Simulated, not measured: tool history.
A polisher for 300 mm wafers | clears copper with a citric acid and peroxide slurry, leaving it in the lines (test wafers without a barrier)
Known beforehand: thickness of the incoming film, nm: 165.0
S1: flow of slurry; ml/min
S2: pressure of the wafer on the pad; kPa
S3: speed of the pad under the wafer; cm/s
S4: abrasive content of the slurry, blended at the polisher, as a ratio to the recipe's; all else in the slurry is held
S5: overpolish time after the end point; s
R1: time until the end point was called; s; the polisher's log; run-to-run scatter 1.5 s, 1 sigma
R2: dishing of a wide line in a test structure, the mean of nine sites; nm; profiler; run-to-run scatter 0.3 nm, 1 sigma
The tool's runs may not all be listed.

run,day,S1,S2,S3,S4,S5,R1,R2
1,0.000,240,20.7,102,1.0,22,82.316,34.588
2,0.083,240,17.9,100,1.0,20,97.369,26.872
3,0.129,240,22.8,100,1.0,20,75.790,33.964
4,0.283,240,20.0,100,1.0,18,85.619,27.345
5,0.417,240,22.8,100,1.0,18,77.343,30.953
6,0.733,240,20.0,100,1.0,17,86.423,26.716
7,0.833,240,17.9,100,1.0,16,96.861,21.800
8,0.867,240,16.5,100,1.0,16,102.170,20.218
9,0.992,240,16.5,100,1.0,16,102.900,20.802

Forecast run 10:
10,1.133,235,11.0,98,1.0,14,?,?

Run 10 measured R1 155.130 s, R2 12.887 nm.

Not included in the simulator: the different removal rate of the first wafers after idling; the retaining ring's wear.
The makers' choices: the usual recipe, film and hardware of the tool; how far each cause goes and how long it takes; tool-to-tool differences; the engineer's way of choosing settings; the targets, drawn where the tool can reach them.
